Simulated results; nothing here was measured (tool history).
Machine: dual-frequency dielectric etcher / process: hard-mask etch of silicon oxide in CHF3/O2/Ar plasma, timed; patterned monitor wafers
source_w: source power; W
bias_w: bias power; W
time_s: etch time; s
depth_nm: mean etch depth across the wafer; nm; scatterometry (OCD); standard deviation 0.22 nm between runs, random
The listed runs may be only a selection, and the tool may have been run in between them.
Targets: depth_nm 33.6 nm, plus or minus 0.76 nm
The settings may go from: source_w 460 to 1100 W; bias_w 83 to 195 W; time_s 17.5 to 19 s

| run | day | source_w | bias_w | time_s | depth_nm |
|---|---|---|---|---|---|
| 1 | 0 | 780 | 139 | 19 | 41.018 |
| 2 | 0.204 | 780 | 116 | 19 | 36.834 |
| 3 | 0.521 | 740 | 115 | 19 | 36.584 |
| 4 | 0.808 | 700 | 113 | 19 | 35.524 |
| 5 | 1.029 | 700 | 126 | 19 | 37.53 |
| 6 | 1.283 | 700 | 135 | 19 | 38.565 |
| 7 | 1.342 | 650 | 132 | 19 | 37.545 |
| 8 | 1.592 | 490 | 113 | 18.5 | 30.608 |
| 9 | 1.746 | 490 | 113 | 18.5 | 31.132 |
| 10 | 1.95 | 630 | 120 | 18.5 | 34.676 |

Which one of the following 5 next-run settings gets every result inside its allowed miss? There is exactly one.
| A | 2.154 | 650 | 105 | 19 | ? |
| B | 2.154 | 550 | 118 | 18 | ? |
| C | 2.154 | 510 | 157 | 18 | ? |
| D | 2.154 | 600 | 126 | 19 | ? |
| E | 2.154 | 630 | 125 | 18.5 | ? |

| move | depth_nm |
|---|---|
| A | 33.477 |
| B | 31.917 |
| C | 35.889 |
| D | 35.769 |
| E | 35.23 |
A: hits every target within its allowed miss
B: carries the result that was furthest off beyond its target, to the other side
C: its largest miss is bigger than the last run's
D: its largest miss is bigger than the last run's
E: its largest miss is bigger than the last run's
A is the move that brings every result within its allowed miss.
